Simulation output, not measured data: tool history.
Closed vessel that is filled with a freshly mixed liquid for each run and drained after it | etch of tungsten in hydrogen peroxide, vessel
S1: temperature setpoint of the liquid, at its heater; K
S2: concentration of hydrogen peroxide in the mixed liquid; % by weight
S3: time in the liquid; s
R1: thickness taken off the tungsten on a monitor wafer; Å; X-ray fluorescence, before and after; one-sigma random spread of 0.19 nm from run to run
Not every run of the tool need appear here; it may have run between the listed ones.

{"run": 1, "day": 0.0, "S1": 323.15, "S2": 22, "S3": 30, "R1": 620.24}
{"run": 2, "day": 0.25, "S1": 320.15, "S2": 22, "S3": 30, "R1": 511.48}
{"run": 3, "day": 0.388, "S1": 320.15, "S2": 22, "S3": 30, "R1": 516.38}
{"run": 4, "day": 0.496, "S1": 319.15, "S2": 22, "S3": 30, "R1": 483.91}
{"run": 5, "day": 0.862, "S1": 319.15, "S2": 19, "S3": 30, "R1": 449.29}
{"run": 6, "day": 1.225, "S1": 321.65, "S2": 19, "S3": 30, "R1": 527.87}
{"run": 7, "day": 1.367, "S1": 320.65, "S2": 19, "S3": 30, "R1": 492.8}

For run 8, what comes out?
{"day": 1.467, "done": "peroxide flow meter replaced"}
{"run": 8, "day": 1.467, "S1": 320.15, "S2": 19, "S3": 30, "R1": "?"}

R1: 458.87 Å
